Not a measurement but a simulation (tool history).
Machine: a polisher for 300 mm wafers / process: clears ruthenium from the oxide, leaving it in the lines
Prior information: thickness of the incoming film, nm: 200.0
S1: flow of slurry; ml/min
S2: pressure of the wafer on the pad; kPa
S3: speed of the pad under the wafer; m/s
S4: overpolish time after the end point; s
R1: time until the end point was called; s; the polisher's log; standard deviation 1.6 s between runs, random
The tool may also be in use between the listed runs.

run 1 day=0.000 | S1=155 S2=16.5 S3=1.22 S4=26 | R1=141.64
run 2 day=0.038 | S1=155 S2=16.5 S3=1.22 S4=28 | R1=140.32
run 3 day=0.408 | S1=155 S2=19.3 S3=1.22 S4=28 | R1=127.96
run 4 day=0.725 | S1=150 S2=16.5 S3=1.20 S4=28 | R1=143.20
run 5 day=0.917 | S1=150 S2=14.5 S3=1.20 S4=28 | R1=154.30
run 6 day=1.183 | S1=150 S2=16.5 S3=1.20 S4=28 | R1=144.94
run 7 day=1.538 | S1=140 S2=15.2 S3=1.20 S4=28 | R1=152.35
run 8 day=1.667 | S1=140 S2=13.8 S3=1.20 S4=28 | R1=157.52

Run 9 is up next; what results do you expect?
run 9 day=1.788 | S1=140 S2=12.4 S3=1.20 S4=28 | R1=?

Run 9 yielded R1 172.63 s.
